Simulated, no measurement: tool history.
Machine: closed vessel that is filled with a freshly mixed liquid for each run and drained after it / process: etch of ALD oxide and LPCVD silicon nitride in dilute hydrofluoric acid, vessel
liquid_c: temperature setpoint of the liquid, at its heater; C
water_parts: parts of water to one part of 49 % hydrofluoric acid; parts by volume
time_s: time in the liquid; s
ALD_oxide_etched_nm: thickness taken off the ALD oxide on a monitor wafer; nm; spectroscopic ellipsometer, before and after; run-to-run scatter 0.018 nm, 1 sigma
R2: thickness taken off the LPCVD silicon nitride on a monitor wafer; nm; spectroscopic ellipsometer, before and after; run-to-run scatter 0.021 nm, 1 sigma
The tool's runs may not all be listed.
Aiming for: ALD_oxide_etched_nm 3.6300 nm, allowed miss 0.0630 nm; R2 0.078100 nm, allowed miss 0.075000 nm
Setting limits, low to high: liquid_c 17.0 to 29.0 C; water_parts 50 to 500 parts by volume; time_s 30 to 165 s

run 1 day=0.000 | liquid_c=21.0 water_parts=275 time_s=85 | ALD_oxide_etched_nm=5.0222 R2=0.143670
run 2 day=0.175 | liquid_c=21.0 water_parts=275 time_s=105 | ALD_oxide_etched_nm=6.2136 R2=0.188670
run 3 day=0.508 | liquid_c=20.5 water_parts=285 time_s=105 | ALD_oxide_etched_nm=5.7766 R2=0.171420
run 4 day=0.717 | liquid_c=20.0 water_parts=295 time_s=105 | ALD_oxide_etched_nm=5.4707 R2=0.159510
run 5 day=1.071 | liquid_c=22.0 water_parts=295 time_s=105 | ALD_oxide_etched_nm=5.8631 R2=0.148640
run 6 day=1.221 | liquid_c=22.0 water_parts=295 time_s=75 | ALD_oxide_etched_nm=4.1549 R2=0.077305
run 7 day=1.583 | liquid_c=21.5 water_parts=295 time_s=75 | ALD_oxide_etched_nm=4.1104 R2=0.107460
run 8 day=1.783 | liquid_c=21.0 water_parts=295 time_s=75 | ALD_oxide_etched_nm=4.0516 R2=0.131860
run 9 day=1.896 | liquid_c=20.0 water_parts=305 time_s=75 | ALD_oxide_etched_nm=3.7539 R2=0.074640

Below are 5 possible settings for the next run. Only one of them brings all results inside the allowed miss of their targets. Which is it?
run A day=2.008 | liquid_c=17.0 water_parts=370 time_s=110 | ALD_oxide_etched_nm=? R2=?
run B day=2.008 | liquid_c=17.0 water_parts=330 time_s=95 | ALD_oxide_etched_nm=? R2=?
run C day=2.008 | liquid_c=17.0 water_parts=400 time_s=115 | ALD_oxide_etched_nm=? R2=?
run D day=2.008 | liquid_c=17.5 water_parts=340 time_s=95 | ALD_oxide_etched_nm=? R2=?
run E day=2.008 | liquid_c=19.5 water_parts=320 time_s=75 | ALD_oxide_etched_nm=? R2=?

move=A ALD_oxide_etched_nm=3.8542 R2=0.080743
move=B ALD_oxide_etched_nm=3.8541 R2=0.077701
move=C ALD_oxide_etched_nm=3.6406 R2=0.078425
move=D ALD_oxide_etched_nm=3.7798 R2=0.078014
move=E ALD_oxide_etched_nm=3.4695 R2=0.074165
A: misses by more than the last run did
B: misses by more than the last run did
C: each result inside its tolerance
D: misses by more than the last run did
E: takes the biggest miss from the last run beyond its target
The right move is C.

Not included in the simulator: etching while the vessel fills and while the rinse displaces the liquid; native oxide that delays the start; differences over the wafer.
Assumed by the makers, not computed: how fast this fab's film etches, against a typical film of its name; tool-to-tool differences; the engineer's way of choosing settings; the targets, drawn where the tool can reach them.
